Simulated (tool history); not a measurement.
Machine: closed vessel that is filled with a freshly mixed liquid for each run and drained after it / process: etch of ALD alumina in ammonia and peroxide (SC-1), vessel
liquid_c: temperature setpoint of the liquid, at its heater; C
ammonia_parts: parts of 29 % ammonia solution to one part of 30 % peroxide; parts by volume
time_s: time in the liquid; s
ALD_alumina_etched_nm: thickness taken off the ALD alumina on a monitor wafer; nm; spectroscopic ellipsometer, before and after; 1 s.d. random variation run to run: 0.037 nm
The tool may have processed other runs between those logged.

| run | day | liquid_c | ammonia_parts | time_s | ALD_alumina_etched_nm |
|---|---|---|---|---|---|
| 1 | 0.000 | 56.0 | 0.7 | 205 | 13.934 |
| 2 | 0.162 | 53.5 | 0.7 | 205 | 12.128 |
| 3 | 0.288 | 52.0 | 0.7 | 205 | 11.175 |
| 4 | 0.529 | 58.5 | 0.7 | 205 | 15.833 |
| 5 | 0.850 | 63.0 | 0.7 | 205 | 19.851 |
| 6 | 0.954 | 70.0 | 0.7 | 205 | 28.032 |
| 7 | 1.296 | 64.0 | 0.7 | 205 | 20.627 |
| 8 | 1.588 | 59.5 | 0.7 | 205 | 16.433 |

For run 9, what comes out?
| 9 | 1.821 | 56.0 | 0.7 | 205 | ? |

Run 9 gave ALD_alumina_etched_nm 13.818 nm.
